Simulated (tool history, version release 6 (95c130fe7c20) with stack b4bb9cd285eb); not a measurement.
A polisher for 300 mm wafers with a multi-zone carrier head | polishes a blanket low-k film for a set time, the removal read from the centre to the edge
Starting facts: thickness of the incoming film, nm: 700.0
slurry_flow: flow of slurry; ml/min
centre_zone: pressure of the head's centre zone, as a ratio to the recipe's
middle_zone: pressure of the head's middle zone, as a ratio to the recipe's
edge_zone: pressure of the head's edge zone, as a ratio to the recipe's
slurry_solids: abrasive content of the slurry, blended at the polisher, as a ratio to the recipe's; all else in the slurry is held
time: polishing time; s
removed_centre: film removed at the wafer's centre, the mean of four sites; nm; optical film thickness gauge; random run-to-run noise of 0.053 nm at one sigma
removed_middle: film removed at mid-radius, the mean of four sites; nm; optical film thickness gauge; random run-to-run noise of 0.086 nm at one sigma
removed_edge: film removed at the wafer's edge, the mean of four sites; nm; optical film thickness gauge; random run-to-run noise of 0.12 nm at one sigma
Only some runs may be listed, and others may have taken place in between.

run 1 hour=0.0 | slurry_flow=205 centre_zone=1.00 middle_zone=1.00 edge_zone=1.00 slurry_solids=1.00 time=38 | removed_centre=9.5625 removed_middle=9.6032 removed_edge=9.8093
run 2 hour=0.9 | slurry_flow=205 centre_zone=1.00 middle_zone=1.03 edge_zone=1.00 slurry_solids=1.00 time=38 | removed_centre=9.6282 removed_middle=9.8490 removed_edge=9.4676
run 3 hour=7.0 | slurry_flow=205 centre_zone=1.00 middle_zone=1.03 edge_zone=1.00 slurry_solids=0.85 time=38 | removed_centre=8.7331 removed_middle=9.0131 removed_edge=8.6878
run 4 hour=9.5 | slurry_flow=190 centre_zone=1.00 middle_zone=1.03 edge_zone=1.00 slurry_solids=0.85 time=38 | removed_centre=8.7497 removed_middle=8.9038 removed_edge=8.5483
run 5 hour=13.7 | slurry_flow=190 centre_zone=0.92 middle_zone=1.03 edge_zone=1.00 slurry_solids=0.85 time=38 | removed_centre=7.9874 removed_middle=8.9605 removed_edge=8.6458
run 6 hour=20.7 | slurry_flow=185 centre_zone=0.92 middle_zone=1.03 edge_zone=0.99 slurry_solids=0.85 time=38 | removed_centre=8.0166 removed_middle=8.9280 removed_edge=8.6504

Run 7 has not been measured yet. What should we expect?
run 7 hour=25.0 | slurry_flow=180 centre_zone=0.92 middle_zone=1.03 edge_zone=0.98 slurry_solids=0.85 time=38 | removed_centre=? removed_middle=? removed_edge=?

Run 7 came out at removed_centre 7.9123 nm, removed_middle 8.9251 nm, removed_edge 8.5646 nm.
